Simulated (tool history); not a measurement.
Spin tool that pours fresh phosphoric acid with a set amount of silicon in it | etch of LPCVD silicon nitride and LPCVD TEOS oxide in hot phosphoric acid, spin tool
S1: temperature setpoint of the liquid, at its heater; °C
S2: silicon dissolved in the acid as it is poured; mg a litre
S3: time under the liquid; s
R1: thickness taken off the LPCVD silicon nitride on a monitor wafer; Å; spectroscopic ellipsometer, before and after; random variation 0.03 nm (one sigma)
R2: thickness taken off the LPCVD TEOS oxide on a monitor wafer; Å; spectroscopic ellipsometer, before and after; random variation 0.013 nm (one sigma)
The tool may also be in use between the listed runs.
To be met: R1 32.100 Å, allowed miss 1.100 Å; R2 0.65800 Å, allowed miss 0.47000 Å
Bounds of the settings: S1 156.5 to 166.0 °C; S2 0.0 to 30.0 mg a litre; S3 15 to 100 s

| run | hour | S1 | S2 | S3 | R1 | R2 |
|---|---|---|---|---|---|---|
| 1 | 0.0 | 161.0 | 13.0 | 50 | 40.027 | 0.50849 |
| 2 | 4.2 | 160.5 | 10.0 | 50 | 40.251 | 1.33390 |
| 3 | 12.0 | 160.0 | 11.5 | 50 | 39.371 | 0.51522 |
| 4 | 18.1 | 160.0 | 10.5 | 50 | 39.150 | 0.78035 |
| 5 | 26.4 | 159.5 | 10.0 | 50 | 38.660 | 0.99299 |
| 6 | 28.8 | 159.0 | 10.5 | 50 | 38.459 | 0.85076 |
| 7 | 31.1 | 158.0 | 9.5 | 40 | 29.270 | 0.54195 |
| 8 | 34.4 | 158.5 | 9.5 | 40 | 29.261 | 0.84575 |
| 9 | 41.9 | 159.0 | 10.0 | 40 | 30.062 | 0.72736 |
| 10 | 45.1 | 159.5 | 10.5 | 40 | 30.602 | 0.62370 |

Which of these 5 next moves meets every target?
| A | 48.3 | 158.5 | 10.5 | 40 | ? | ? |
| B | 48.3 | 158.5 | 4.5 | 40 | ? | ? |
| C | 48.3 | 162.0 | 18.5 | 35 | ? | ? |
| D | 48.3 | 158.0 | 10.0 | 45 | ? | ? |
| E | 48.3 | 162.0 | 3.0 | 35 | ? | ? |

| move | R1 | R2 |
|---|---|---|
| A | 29.772 | 0.80419 |
| B | 29.772 | 0.91262 |
| C | 29.372 | 0.75092 |
| D | 32.622 | 0.88996 |
| E | 29.372 | 1.06980 |
A: further off than the last run
B: further off than the last run
C: further off than the last run
D: meets every target
E: further off than the last run
Answer: D
